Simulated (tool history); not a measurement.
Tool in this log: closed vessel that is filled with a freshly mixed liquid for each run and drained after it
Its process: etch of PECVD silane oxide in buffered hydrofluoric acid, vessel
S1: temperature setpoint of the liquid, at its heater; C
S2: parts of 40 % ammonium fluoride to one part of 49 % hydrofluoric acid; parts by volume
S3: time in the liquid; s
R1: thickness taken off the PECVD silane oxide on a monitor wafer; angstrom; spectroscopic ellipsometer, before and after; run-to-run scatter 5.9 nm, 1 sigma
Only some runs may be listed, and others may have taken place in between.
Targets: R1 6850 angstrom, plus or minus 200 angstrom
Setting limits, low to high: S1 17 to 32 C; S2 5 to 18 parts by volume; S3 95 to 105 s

{"run": 1, "hour": 0.0, "S1": 24, "S2": 11, "S3": 95, "R1": 3077.7}
{"run": 2, "hour": 5.7, "S1": 24, "S2": 9, "S3": 95, "R1": 3648.5}
{"run": 3, "hour": 9.2, "S1": 24, "S2": 9, "S3": 105, "R1": 4083.6}
{"run": 4, "hour": 12.5, "S1": 24, "S2": 6.5, "S3": 105, "R1": 5583.2}
{"run": 5, "hour": 20.1, "S1": 24, "S2": 6.5, "S3": 95, "R1": 5065.4}
{"run": 6, "hour": 28.0, "S1": 21, "S2": 6.5, "S3": 95, "R1": 4281.3}
{"run": 7, "hour": 34.6, "S1": 22.5, "S2": 6.5, "S3": 95, "R1": 4662.9}
{"run": 8, "hour": 38.8, "S1": 23.5, "S2": 6.5, "S3": 95, "R1": 4928.2}
{"run": 9, "hour": 45.8, "S1": 24.5, "S2": 6.5, "S3": 95, "R1": 5178.8}
{"run": 10, "hour": 50.2, "S1": 25, "S2": 6.5, "S3": 95, "R1": 5332.5}
{"run": 11, "hour": 57.8, "S1": 25.5, "S2": 6.5, "S3": 95, "R1": 5375.1}
{"run": 12, "hour": 64.9, "S1": 26, "S2": 6.5, "S3": 95, "R1": 5643.1}

Which single option among these 5 for the next run brings every result within its allowed miss of target? Just one does.
{"run": "A", "hour": 72.0, "S1": 26, "S2": 6, "S3": 95, "R1": "?"}
{"run": "B", "hour": 72.0, "S1": 25, "S2": 6.5, "S3": 95, "R1": "?"}
{"run": "C", "hour": 72.0, "S1": 27, "S2": 7, "S3": 105, "R1": "?"}
{"run": "D", "hour": 72.0, "S1": 26.5, "S2": 6, "S3": 105, "R1": "?"}
{"run": "E", "hour": 72.0, "S1": 27, "S2": 6.5, "S3": 100, "R1": "?"}

move=A R1=6039.5
move=B R1=5308.7
move=C R1=6031
move=D R1=6856.7
move=E R1=6222.1
A: an improvement on the last run, though not all results are within tolerance
B: the biggest miss grows against the last run
C: an improvement on the last run, though not all results are within tolerance
D: hits every target within its allowed miss
E: an improvement on the last run, though not all results are within tolerance
D is the move that brings every result within its allowed miss.
